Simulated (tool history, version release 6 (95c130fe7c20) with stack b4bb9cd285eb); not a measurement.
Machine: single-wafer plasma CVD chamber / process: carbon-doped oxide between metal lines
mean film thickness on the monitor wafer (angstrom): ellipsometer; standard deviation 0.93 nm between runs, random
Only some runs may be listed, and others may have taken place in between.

| run | day | heater temperature setpoint (K) | chamber pressure (Pa) | RF power (kW) | deposition time (s) | mean film thickness on the monitor wafer (angstrom) |
|---|---|---|---|---|---|---|
| 1 | 0 | 613.15 | 641 | 0.67 | 20.7 | 1299 |
| 2 | 0.029 | 604.15 | 641 | 0.67 | 20.7 | 1333.5 |
| 3 | 0.396 | 604.15 | 641 | 0.67 | 20.7 | 1346.8 |
| 4 | 0.475 | 601.15 | 683 | 0.73 | 20.8 | 1474.6 |
| 5 | 0.675 | 601.15 | 683 | 0.805 | 20.8 | 1551.2 |
| 6 | 0.842 | 595.15 | 683 | 0.805 | 20.8 | 1617.6 |

Run 7 is up next; what results do you expect?
| 7 | 0.879 | 593.15 | 695 | 0.81 | 20.8 | ? |

For run 7 the tool returned mean film thickness on the monitor wafer (angstrom) 1640.3.
